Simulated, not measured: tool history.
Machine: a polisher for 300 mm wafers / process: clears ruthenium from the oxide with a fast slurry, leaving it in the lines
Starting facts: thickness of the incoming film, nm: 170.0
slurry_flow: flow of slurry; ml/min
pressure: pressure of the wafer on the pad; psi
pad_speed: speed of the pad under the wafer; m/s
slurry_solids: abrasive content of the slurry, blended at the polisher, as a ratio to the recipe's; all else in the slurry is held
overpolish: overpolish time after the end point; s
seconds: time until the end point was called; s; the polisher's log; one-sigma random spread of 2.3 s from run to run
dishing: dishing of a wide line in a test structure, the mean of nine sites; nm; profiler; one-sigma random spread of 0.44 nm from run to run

run,hour,slurry_flow,pressure,pad_speed,slurry_solids,overpolish,seconds,dishing
1,0,300,1.8,0.82,1,22,86.2,36.341
2,4,300,1.6,0.82,1,22,95.585,33.011
3,11.8,300,1.6,0.82,0.8,22,100.56,30.983
4,14.9,325,1.6,0.82,0.8,22,100.9,31.446
5,20.7,325,1.6,0.82,0.95,22,96.161,32.588
6,29.4,325,1.6,0.82,0.95,27,95.057,40.172
7,32.7,325,1.6,0.82,0.95,27,94.654,39.692
8,33.4,320,1.4,0.82,0.95,30,108.27,38.395

Run 9, settings as shown, results not yet in. Your forecast:
9,35.8,300,1.3,0.82,0.95,32,?,?

seconds: 115.73 s
dishing: 38.456 nm

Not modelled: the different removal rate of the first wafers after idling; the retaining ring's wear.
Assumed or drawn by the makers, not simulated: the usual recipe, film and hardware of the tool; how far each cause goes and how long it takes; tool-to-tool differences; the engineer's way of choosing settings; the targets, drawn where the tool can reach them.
